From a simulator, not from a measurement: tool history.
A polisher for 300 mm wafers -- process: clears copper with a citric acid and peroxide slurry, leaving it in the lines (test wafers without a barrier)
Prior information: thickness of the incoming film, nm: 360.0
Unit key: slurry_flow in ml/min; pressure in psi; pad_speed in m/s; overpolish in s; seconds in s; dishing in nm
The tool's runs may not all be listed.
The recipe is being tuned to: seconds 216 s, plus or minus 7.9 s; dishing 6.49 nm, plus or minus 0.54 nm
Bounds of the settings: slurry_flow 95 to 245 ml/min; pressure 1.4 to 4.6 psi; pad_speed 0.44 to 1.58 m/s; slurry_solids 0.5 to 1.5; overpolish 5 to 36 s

run 1 day=0 | slurry_flow=155 pressure=3 pad_speed=1 slurry_solids=1 overpolish=18 | seconds=177.1 dishing=27.142
run 2 day=0.292 | slurry_flow=155 pressure=2.7 pad_speed=1.02 slurry_solids=1 overpolish=15 | seconds=189.01 dishing=19.908
run 3 day=0.475 | slurry_flow=150 pressure=2.4 pad_speed=1.08 slurry_solids=0.95 overpolish=13 | seconds=200.12 dishing=17.365
run 4 day=0.538 | slurry_flow=150 pressure=2.4 pad_speed=0.92 slurry_solids=0.95 overpolish=13 | seconds=224.56 dishing=15.856
run 5 day=0.908 | slurry_flow=170 pressure=2.2 pad_speed=0.94 slurry_solids=1.1 overpolish=11 | seconds=216.55 dishing=13.956
run 6 day=1.25 | slurry_flow=190 pressure=2 pad_speed=0.92 slurry_solids=1.2 overpolish=10 | seconds=226.94 dishing=12.219
run 7 day=1.583 | slurry_flow=205 pressure=1.9 pad_speed=0.94 slurry_solids=1.25 overpolish=9 | seconds=216.92 dishing=11.024
run 8 day=1.696 | slurry_flow=215 pressure=1.8 pad_speed=0.94 slurry_solids=1.3 overpolish=8 | seconds=223.11 dishing=9.9145
run 9 day=1.75 | slurry_flow=220 pressure=1.7 pad_speed=0.96 slurry_solids=1.35 overpolish=7 | seconds=224.74 dishing=8.5935
run 10 day=2.017 | slurry_flow=225 pressure=1.6 pad_speed=0.98 slurry_solids=1.4 overpolish=7 | seconds=227.77 dishing=8.4324

Of the 4 settings listed for the next run, only one would bring every result within its allowed miss of target. Which one?
run A day=2.283 | slurry_flow=235 pressure=2.1 pad_speed=0.7 slurry_solids=1.35 overpolish=11 | seconds=? dishing=?
run B day=2.283 | slurry_flow=230 pressure=1.8 pad_speed=0.76 slurry_solids=1.45 overpolish=9 | seconds=? dishing=?
run C day=2.283 | slurry_flow=240 pressure=1.5 pad_speed=0.9 slurry_solids=1.5 overpolish=12 | seconds=? dishing=?
run D day=2.283 | slurry_flow=210 pressure=2.4 pad_speed=0.76 slurry_solids=1.4 overpolish=5 | seconds=? dishing=?

move=A seconds=242.44 dishing=12.179
move=B seconds=246.92 dishing=9.8536
move=C seconds=240.19 dishing=13.3
move=D seconds=213.29 dishing=6.4284
A: misses by more than the last run did
B: misses by more than the last run did
C: misses by more than the last run did
D: every result within its allowed miss
The right move is D.

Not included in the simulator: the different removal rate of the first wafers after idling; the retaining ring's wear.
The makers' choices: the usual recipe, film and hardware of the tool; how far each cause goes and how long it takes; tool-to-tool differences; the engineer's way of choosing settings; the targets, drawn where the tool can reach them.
